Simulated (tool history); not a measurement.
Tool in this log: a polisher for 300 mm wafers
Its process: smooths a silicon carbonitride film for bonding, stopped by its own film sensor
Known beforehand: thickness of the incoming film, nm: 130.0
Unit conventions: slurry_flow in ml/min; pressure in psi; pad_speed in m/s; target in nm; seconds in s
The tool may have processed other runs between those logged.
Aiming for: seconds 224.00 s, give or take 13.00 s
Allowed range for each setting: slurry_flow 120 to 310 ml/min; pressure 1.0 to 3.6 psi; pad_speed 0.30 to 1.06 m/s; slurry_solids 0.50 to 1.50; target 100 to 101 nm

{"run": 1, "hour": 0.0, "slurry_flow": 200, "pressure": 2.3, "pad_speed": 0.68, "slurry_solids": 1.0, "target": 101, "seconds": 146.37}
{"run": 2, "hour": 3.1, "slurry_flow": 160, "pressure": 2.3, "pad_speed": 0.68, "slurry_solids": 1.0, "target": 101, "seconds": 151.62}
{"run": 3, "hour": 10.1, "slurry_flow": 160, "pressure": 2.1, "pad_speed": 0.68, "slurry_solids": 1.0, "target": 101, "seconds": 163.18}
{"run": 4, "hour": 12.9, "slurry_flow": 160, "pressure": 1.9, "pad_speed": 0.68, "slurry_solids": 1.0, "target": 101, "seconds": 178.82}
{"run": 5, "hour": 14.1, "slurry_flow": 160, "pressure": 1.8, "pad_speed": 0.68, "slurry_solids": 1.0, "target": 101, "seconds": 190.69}
{"run": 6, "hour": 18.7, "slurry_flow": 160, "pressure": 1.8, "pad_speed": 0.68, "slurry_solids": 1.1, "target": 101, "seconds": 176.94}
{"run": 7, "hour": 20.3, "slurry_flow": 160, "pressure": 1.7, "pad_speed": 0.68, "slurry_solids": 1.1, "target": 101, "seconds": 189.88}
{"run": 8, "hour": 28.9, "slurry_flow": 160, "pressure": 1.6, "pad_speed": 0.68, "slurry_solids": 1.1, "target": 101, "seconds": 193.92}
{"run": 9, "hour": 36.6, "slurry_flow": 160, "pressure": 1.2, "pad_speed": 0.66, "slurry_solids": 1.1, "target": 101, "seconds": 242.82}

Below are 4 possible settings for the next run. Only one of them brings all results inside the allowed miss of their targets. Which is it?
{"run": "A", "hour": 44.3, "slurry_flow": 145, "pressure": 1.2, "pad_speed": 0.92, "slurry_solids": 1.15, "target": 101, "seconds": "?"}
{"run": "B", "hour": 44.3, "slurry_flow": 150, "pressure": 1.2, "pad_speed": 0.72, "slurry_solids": 1.2, "target": 101, "seconds": "?"}
{"run": "C", "hour": 44.3, "slurry_flow": 180, "pressure": 1.4, "pad_speed": 0.72, "slurry_solids": 1.1, "target": 101, "seconds": "?"}
{"run": "D", "hour": 44.3, "slurry_flow": 135, "pressure": 1.6, "pad_speed": 0.6, "slurry_solids": 1.35, "target": 101, "seconds": "?"}

move=A seconds=191.45
move=B seconds=222.88
move=C seconds=200.54
move=D seconds=201.19
A: the result that was furthest off in the last run now lies on the other side of its target
B: in spec on every target
C: the result that was furthest off in the last run now lies on the other side of its target
D: the result that was furthest off in the last run now lies on the other side of its target
The right move is B.
